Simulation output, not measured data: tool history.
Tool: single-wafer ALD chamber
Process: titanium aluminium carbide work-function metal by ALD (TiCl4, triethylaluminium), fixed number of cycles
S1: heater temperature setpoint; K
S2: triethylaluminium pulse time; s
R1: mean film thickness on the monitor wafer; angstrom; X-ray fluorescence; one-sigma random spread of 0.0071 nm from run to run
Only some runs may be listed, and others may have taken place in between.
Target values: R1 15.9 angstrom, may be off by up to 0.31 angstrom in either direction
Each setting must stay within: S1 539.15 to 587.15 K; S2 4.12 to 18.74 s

run	hour	S1	S2	R1
1	0	563.15	11.43	17.563
2	3.3	567.15	11.43	18.044
3	4.1	573.15	11.43	18.574
4	7.7	565.15	11.43	17.804
5	11.2	565.15	14.05	18.033
6	13.3	565.15	12.4	17.944
7	19.2	558.15	11.71	17.183
8	23.4	554.15	11.3	16.911
9	29.6	550.15	10.91	16.398

Of the 5 settings listed for the next run, only one would bring every result within its allowed miss of target. Which one?
A	35.8	553.15	11.14	?
B	35.8	552.15	11.48	?
C	35.8	561.15	10.56	?
D	35.8	547.15	10.03	?
E	35.8	551.15	12.04	?

move	R1
A	16.586
B	16.559
C	17.159
D	15.768
E	16.55
A: the biggest miss grows against the last run
B: the biggest miss grows against the last run
C: the biggest miss grows against the last run
D: all results in spec
E: the biggest miss grows against the last run
Correct choice: D, which meets every target
